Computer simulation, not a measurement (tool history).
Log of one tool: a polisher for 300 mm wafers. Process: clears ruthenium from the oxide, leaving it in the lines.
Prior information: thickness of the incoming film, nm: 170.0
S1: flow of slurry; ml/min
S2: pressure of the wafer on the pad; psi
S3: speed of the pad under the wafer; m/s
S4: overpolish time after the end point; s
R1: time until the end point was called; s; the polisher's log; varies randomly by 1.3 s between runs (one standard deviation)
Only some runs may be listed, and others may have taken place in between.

{"run": 1, "hour": 0.0, "S1": 270, "S2": 2.6, "S3": 1.22, "S4": 27, "R1": 80.052}
{"run": 2, "hour": 6.8, "S1": 270, "S2": 2.3, "S3": 1.2, "S4": 27, "R1": 91.816}
{"run": 3, "hour": 13.4, "S1": 270, "S2": 2.1, "S3": 1.18, "S4": 27, "R1": 101.57}
{"run": 4, "hour": 14.1, "S1": 270, "S2": 1.9, "S3": 1.18, "S4": 27, "R1": 112.67}
{"run": 5, "hour": 17.6, "S1": 270, "S2": 1.8, "S3": 1.18, "S4": 27, "R1": 117.07}
{"run": 6, "hour": 18.7, "S1": 270, "S2": 1.7, "S3": 1.18, "S4": 27, "R1": 124.37}

Expected results for the next run?
{"run": 7, "hour": 20.1, "S1": 270, "S2": 1.6, "S3": 1.18, "S4": 27, "R1": "?"}

R1: 130.780 s

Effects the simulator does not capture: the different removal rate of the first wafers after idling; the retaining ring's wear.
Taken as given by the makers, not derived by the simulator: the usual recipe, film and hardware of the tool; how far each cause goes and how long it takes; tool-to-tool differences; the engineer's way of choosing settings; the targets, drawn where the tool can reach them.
